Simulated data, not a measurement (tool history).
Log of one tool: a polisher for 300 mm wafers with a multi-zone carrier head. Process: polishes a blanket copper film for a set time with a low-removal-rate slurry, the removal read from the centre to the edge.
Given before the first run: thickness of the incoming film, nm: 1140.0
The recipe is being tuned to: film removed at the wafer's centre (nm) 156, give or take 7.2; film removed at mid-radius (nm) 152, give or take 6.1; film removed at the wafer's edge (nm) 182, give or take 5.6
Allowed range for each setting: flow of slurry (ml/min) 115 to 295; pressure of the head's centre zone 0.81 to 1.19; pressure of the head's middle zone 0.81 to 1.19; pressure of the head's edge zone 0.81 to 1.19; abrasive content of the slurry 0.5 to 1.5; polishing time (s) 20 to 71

| run | hour | flow of slurry (ml/min) | pressure of the head's centre zone | pressure of the head's middle zone | pressure of the head's edge zone | abrasive content of the slurry | polishing time (s) | film removed at the wafer's centre (nm) | film removed at mid-radius (nm) | film removed at the wafer's edge (nm) |
|---|---|---|---|---|---|---|---|---|---|---|
| 1 | 0 | 190 | 1 | 1 | 1 | 1 | 45 | 136.58 | 133.45 | 133.16 |
| 2 | 0.8 | 190 | 0.99 | 0.99 | 1.02 | 1.05 | 46 | 140.04 | 135.46 | 137.58 |
| 3 | 9.2 | 190 | 0.99 | 1.06 | 1.02 | 1.05 | 46 | 140.67 | 143.9 | 137.32 |
| 4 | 11.2 | 190 | 0.98 | 1.04 | 1.04 | 1.1 | 47 | 141.38 | 148.42 | 138.96 |
| 5 | 19.4 | 190 | 0.97 | 1.02 | 1.05 | 1.05 | 48 | 142.55 | 144.31 | 146.34 |
| 6 | 25.9 | 195 | 0.97 | 1.01 | 1.06 | 1.05 | 49 | 146.28 | 147.68 | 148.48 |
| 7 | 34.4 | 195 | 0.96 | 0.99 | 1.07 | 1.05 | 50 | 147.39 | 145.78 | 153.47 |
| 8 | 37.1 | 230 | 0.91 | 0.95 | 1.17 | 1.3 | 51 | 153.24 | 154.34 | 173.92 |
| 9 | 44.4 | 230 | 0.91 | 0.94 | 1.17 | 1.3 | 51 | 151.85 | 155.86 | 171.86 |
| 10 | 51.6 | 230 | 0.91 | 0.93 | 1.17 | 1.3 | 51 | 156.6 | 150.71 | 171.14 |
| 11 | 53.6 | 235 | 0.84 | 0.89 | 1.19 | 1.5 | 52 | 149.16 | 151.79 | 181.59 |

Which one of the following 4 next-run settings gets every result inside its allowed miss? There is exactly one.
| A | 55.6 | 215 | 0.88 | 0.87 | 1.16 | 1.5 | 53 | ? | ? | ? |
| B | 55.6 | 240 | 0.81 | 0.93 | 1.19 | 1.45 | 52 | ? | ? | ? |
| C | 55.6 | 205 | 0.81 | 0.89 | 1.19 | 1.5 | 52 | ? | ? | ? |
| D | 55.6 | 225 | 0.81 | 0.88 | 1.19 | 1.25 | 54 | ? | ? | ? |

| move | film removed at the wafer's centre (nm) | film removed at mid-radius (nm) | film removed at the wafer's edge (nm) |
|---|---|---|---|
| A | 156.29 | 155.05 | 182.07 |
| B | 144.19 | 162.26 | 181.83 |
| C | 141.5 | 153.96 | 180.04 |
| D | 144.53 | 155.56 | 183.02 |
A: in spec on every target
B: lands further from the targets than the last run did
C: lands further from the targets than the last run did
D: lands further from the targets than the last run did
Answer: A
